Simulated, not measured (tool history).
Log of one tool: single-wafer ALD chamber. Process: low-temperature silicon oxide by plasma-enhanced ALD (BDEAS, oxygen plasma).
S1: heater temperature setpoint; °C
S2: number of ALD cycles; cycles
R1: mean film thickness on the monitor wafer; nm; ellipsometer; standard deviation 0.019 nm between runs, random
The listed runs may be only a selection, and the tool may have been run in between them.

run	hour	S1	S2	R1
1	0	105	49	7.0812
2	7.4	102	51	7.3956
3	15.4	102	48	6.9862
4	20.2	95	48	7.1568
5	29	86	48	7.4022
6	30.9	85	50	7.7258
7	36.2	84	51	7.9599

Run 8, settings as shown, results not yet in. Your forecast:
8	39.8	83	52	?

Logged for run 8: R1 8.1458 nm.

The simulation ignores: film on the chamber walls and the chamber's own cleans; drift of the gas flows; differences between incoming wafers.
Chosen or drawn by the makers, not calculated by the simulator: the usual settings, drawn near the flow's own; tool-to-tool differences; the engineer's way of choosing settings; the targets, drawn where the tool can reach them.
